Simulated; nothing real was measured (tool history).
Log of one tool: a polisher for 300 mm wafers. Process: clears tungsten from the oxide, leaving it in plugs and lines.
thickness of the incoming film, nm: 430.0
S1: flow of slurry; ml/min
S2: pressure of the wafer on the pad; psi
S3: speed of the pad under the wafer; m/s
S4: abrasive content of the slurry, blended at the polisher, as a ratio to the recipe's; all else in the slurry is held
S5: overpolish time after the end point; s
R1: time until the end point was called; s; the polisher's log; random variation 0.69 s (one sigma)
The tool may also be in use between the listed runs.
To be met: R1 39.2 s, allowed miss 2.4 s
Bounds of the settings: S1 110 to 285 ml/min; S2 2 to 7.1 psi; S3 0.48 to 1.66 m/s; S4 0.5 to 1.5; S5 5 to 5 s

run 1 day=0 | S1=180 S2=4.5 S3=1.06 S4=1 S5=5 | R1=65.728
run 2 day=0.229 | S1=180 S2=5 S3=1.06 S4=1 S5=5 | R1=57.1
run 3 day=0.5 | S1=180 S2=5 S3=1.06 S4=1.1 S5=5 | R1=56.466
run 4 day=0.617 | S1=180 S2=5.2 S3=1.06 S4=1.1 S5=5 | R1=56.501
run 5 day=0.862 | S1=180 S2=5.5 S3=1.06 S4=1.1 S5=5 | R1=50.069
run 6 day=1.05 | S1=180 S2=5.5 S3=0.9 S4=1.1 S5=5 | R1=59.468
run 7 day=1.358 | S1=180 S2=5.7 S3=0.9 S4=1.1 S5=5 | R1=57.419
run 8 day=1.45 | S1=180 S2=5.9 S3=0.92 S4=1.1 S5=5 | R1=54.043
run 9 day=1.817 | S1=180 S2=6.1 S3=0.94 S4=1.1 S5=5 | R1=51.612

4 next moves are on the table. One of them brings every result within its allowed miss. Which?
run A day=2.183 | S1=175 S2=7.1 S3=1 S4=1.35 S5=5 | R1=?
run B day=2.183 | S1=120 S2=6 S3=1.5 S4=1.3 S5=5 | R1=?
run C day=2.183 | S1=170 S2=5.5 S3=0.82 S4=1.2 S5=5 | R1=?
run D day=2.183 | S1=150 S2=6.8 S3=1.02 S4=0.9 S5=5 | R1=?

move=A R1=40.184
move=B R1=34.98
move=C R1=63.193
move=D R1=46.078
A: meets every target
B: takes the result that was furthest off past its target
C: further off than the last run
D: nearer than the last run, and not there yet
Answer: A

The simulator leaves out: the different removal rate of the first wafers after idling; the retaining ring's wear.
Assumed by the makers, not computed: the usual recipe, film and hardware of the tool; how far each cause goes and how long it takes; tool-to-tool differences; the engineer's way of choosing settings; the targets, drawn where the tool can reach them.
